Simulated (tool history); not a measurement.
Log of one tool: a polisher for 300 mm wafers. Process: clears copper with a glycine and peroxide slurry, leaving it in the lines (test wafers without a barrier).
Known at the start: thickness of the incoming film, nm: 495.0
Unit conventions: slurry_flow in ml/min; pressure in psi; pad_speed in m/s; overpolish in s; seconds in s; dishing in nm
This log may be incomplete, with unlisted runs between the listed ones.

{"run": 1, "day": 0.0, "slurry_flow": 280, "pressure": 1.7, "pad_speed": 1.26, "overpolish": 14, "seconds": 110.24, "dishing": 44.313}
{"run": 2, "day": 0.262, "slurry_flow": 230, "pressure": 1.7, "pad_speed": 1.26, "overpolish": 14, "seconds": 113.58, "dishing": 43.069}
{"run": 3, "day": 0.296, "slurry_flow": 170, "pressure": 1.7, "pad_speed": 1.26, "overpolish": 14, "seconds": 114.03, "dishing": 42.14}
{"run": 4, "day": 0.379, "slurry_flow": 170, "pressure": 1.7, "pad_speed": 1.26, "overpolish": 14, "seconds": 117.21, "dishing": 43.032}
{"run": 5, "day": 0.667, "slurry_flow": 170, "pressure": 2, "pad_speed": 1.28, "overpolish": 14, "seconds": 102.49, "dishing": 48.416}
{"run": 6, "day": 0.958, "slurry_flow": 170, "pressure": 2, "pad_speed": 1.28, "overpolish": 12, "seconds": 102.19, "dishing": 42.176}
{"run": 7, "day": 1.183, "slurry_flow": 170, "pressure": 2.2, "pad_speed": 1.3, "overpolish": 13, "seconds": 95.224, "dishing": 48.65}
{"run": 8, "day": 1.388, "slurry_flow": 170, "pressure": 2.3, "pad_speed": 1.32, "overpolish": 14, "seconds": 88.433, "dishing": 54.184}
{"run": 9, "day": 1.658, "slurry_flow": 170, "pressure": 2.4, "pad_speed": 1.32, "overpolish": 15, "seconds": 87.598, "dishing": 60.856}
{"run": 10, "day": 1.967, "slurry_flow": 170, "pressure": 2.5, "pad_speed": 1.32, "overpolish": 15, "seconds": 84.061, "dishing": 62.447}

Run 11 is up next; what results do you expect?
{"run": 11, "day": 2.221, "slurry_flow": 170, "pressure": 2.6, "pad_speed": 1.32, "overpolish": 15, "seconds": "?", "dishing": "?"}

seconds: 82.71 s
dishing: 63.327 nm
